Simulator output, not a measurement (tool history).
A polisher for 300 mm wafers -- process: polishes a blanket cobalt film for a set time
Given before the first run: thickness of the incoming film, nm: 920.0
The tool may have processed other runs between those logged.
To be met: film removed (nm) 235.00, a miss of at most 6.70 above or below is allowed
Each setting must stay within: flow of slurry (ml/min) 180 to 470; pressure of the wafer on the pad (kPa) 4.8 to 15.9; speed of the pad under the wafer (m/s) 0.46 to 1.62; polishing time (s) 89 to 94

run  hour  flow of slurry (ml/min)  pressure of the wafer on the pad (kPa)  speed of the pad under the wafer (m/s)  polishing time (s)  film removed (nm)
  1   0.0                      300                                    10.3                                    1.04                  89             389.97
  2   8.1                      230                                    10.3                                    1.04                  89             380.60
  3  15.0                      255                                    10.3                                    1.04                  89             385.64
  4  19.1                      255                                    10.3                                    1.22                  89             434.72
  5  24.7                      255                                    10.3                                    0.98                  89             365.24
  6  25.6                      255                                     9.7                                    0.98                  89             346.42
  7  29.5                      255                                     9.0                                    0.98                  89             324.97
  8  30.3                      255                                     8.3                                    0.98                  89             305.90
  9  38.2                      255                                     7.6                                    0.98                  89             282.66
 10  39.9                      255                                     6.2                                    0.98                  89             245.04
 11  46.2                      250                                     5.5                                    0.98                  89             221.79
 12  52.5                      255                                     5.5                                    0.98                  89             226.69
 13  56.9                      260                                     5.5                                    0.98                  89             223.03
 14  61.6                      260                                     6.2                                    0.98                  89             244.24
 15  67.6                      255                                     6.2                                    0.98                  89             244.92
 16  69.5                      255                                     6.2                                    0.98                  89             242.78
 17  74.8                      250                                     6.2                                    0.98                  89             243.63
 18  75.6                      250                                     5.5                                    0.98                  89             224.71
 19  78.6                      260                                     5.5                                    0.98                  89             227.98
 20  81.7                      270                                     5.5                                    0.98                  89             225.50
 21  82.5                      270                                     6.2                                    0.98                  89             242.67
 22  84.4                      270                                     6.2                                    0.96                  89             240.55

Next run, 4 choices. One meets every target within its allowed miss, the rest don't. Which?
  A  86.3                      260                                     6.2                                    1.00                  89                  ?
  B  86.3                      290                                     4.8                                    1.06                  94                  ?
  C  86.3                      230                                     7.6                                    0.88                  89                  ?
  D  86.3                      300                                     6.2                                    1.00                  89                  ?

move  film removed (nm)
   A             247.89
   B             230.92
   C             258.25
   D             250.84
A: misses by more than the last run did
B: all results in spec
C: misses by more than the last run did
D: misses by more than the last run did
B is the move that brings every result within its allowed miss.

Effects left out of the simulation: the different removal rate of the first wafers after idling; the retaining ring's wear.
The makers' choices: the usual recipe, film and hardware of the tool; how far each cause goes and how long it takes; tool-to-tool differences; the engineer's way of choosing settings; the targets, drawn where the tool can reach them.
